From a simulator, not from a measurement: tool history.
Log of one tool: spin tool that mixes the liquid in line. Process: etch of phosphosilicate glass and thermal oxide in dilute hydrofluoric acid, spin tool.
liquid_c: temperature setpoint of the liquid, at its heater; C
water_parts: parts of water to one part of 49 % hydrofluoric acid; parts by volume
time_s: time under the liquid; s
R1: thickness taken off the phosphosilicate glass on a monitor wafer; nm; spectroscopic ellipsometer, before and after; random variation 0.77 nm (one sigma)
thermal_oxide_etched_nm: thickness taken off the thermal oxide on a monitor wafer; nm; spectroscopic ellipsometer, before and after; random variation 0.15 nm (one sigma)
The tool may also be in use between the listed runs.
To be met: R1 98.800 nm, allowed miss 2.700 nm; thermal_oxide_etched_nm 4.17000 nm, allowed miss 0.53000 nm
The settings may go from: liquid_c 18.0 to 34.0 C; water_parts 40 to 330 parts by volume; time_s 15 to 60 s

Run 1, hour 0.0: liquid_c 26.0 C, water_parts 185 parts by volume, time_s 30 s. Result: R1 17.330 nm, thermal_oxide_etched_nm 0.71311 nm.
Run 2, hour 5.2: liquid_c 26.0 C, water_parts 185 parts by volume, time_s 40 s. Result: R1 22.799 nm, thermal_oxide_etched_nm 1.01090 nm.
Run 3, hour 6.5: liquid_c 26.0 C, water_parts 185 parts by volume, time_s 35 s. Result: R1 20.007 nm, thermal_oxide_etched_nm 0.84067 nm.
Run 4, hour 14.4: liquid_c 26.0 C, water_parts 185 parts by volume, time_s 25 s. Result: R1 14.439 nm, thermal_oxide_etched_nm 0.56878 nm.
Run 5, hour 22.5: liquid_c 28.0 C, water_parts 150 parts by volume, time_s 30 s. Result: R1 24.103 nm, thermal_oxide_etched_nm 1.00250 nm.
Run 6, hour 25.6: liquid_c 29.5 C, water_parts 125 parts by volume, time_s 35 s. Result: R1 36.216 nm, thermal_oxide_etched_nm 1.61740 nm.
Run 7, hour 30.7: liquid_c 29.5 C, water_parts 125 parts by volume, time_s 35 s. Result: R1 36.047 nm, thermal_oxide_etched_nm 1.49720 nm.
Run 8, hour 38.9: liquid_c 30.5 C, water_parts 105 parts by volume, time_s 35 s. Result: R1 46.191 nm, thermal_oxide_etched_nm 1.93920 nm.
Run 9, hour 43.1: liquid_c 31.5 C, water_parts 90 parts by volume, time_s 35 s. Result: R1 56.498 nm, thermal_oxide_etched_nm 2.41650 nm.
Run 10, hour 48.1: liquid_c 32.0 C, water_parts 80 parts by volume, time_s 35 s. Result: R1 66.687 nm, thermal_oxide_etched_nm 3.01230 nm.
Run 11, hour 55.3: liquid_c 32.5 C, water_parts 75 parts by volume, time_s 35 s. Result: R1 73.185 nm, thermal_oxide_etched_nm 3.06650 nm.
Run 12, hour 56.6: liquid_c 33.0 C, water_parts 70 parts by volume, time_s 35 s. Result: R1 81.670 nm, thermal_oxide_etched_nm 3.28110 nm.
Run 13, hour 61.9: liquid_c 33.0 C, water_parts 65 parts by volume, time_s 35 s. Result: R1 87.735 nm, thermal_oxide_etched_nm 3.65720 nm.

Which of these 4 next moves meets every target?
Run A, hour 67.2: liquid_c 34.0 C, water_parts 60 parts by volume, time_s 35 s. Result: R1 ?, thermal_oxide_etched_nm ?.
Run B, hour 67.2: liquid_c 29.5 C, water_parts 75 parts by volume, time_s 50 s. Result: R1 ?, thermal_oxide_etched_nm ?.
Run C, hour 67.2: liquid_c 28.5 C, water_parts 85 parts by volume, time_s 60 s. Result: R1 ?, thermal_oxide_etched_nm ?.
Run D, hour 67.2: liquid_c 26.0 C, water_parts 60 parts by volume, time_s 45 s. Result: R1 ?, thermal_oxide_etched_nm ?.

move      R1  thermal_oxide_etched_nm
   A  98.630                  4.27490
   B  92.793                  4.02190
   C  93.201                  4.03960
   D  92.916                  4.02730
A: meets every target
B: nearer than the last run, and not there yet
C: nearer than the last run, and not there yet
D: nearer than the last run, and not there yet
Move A is the one to make.
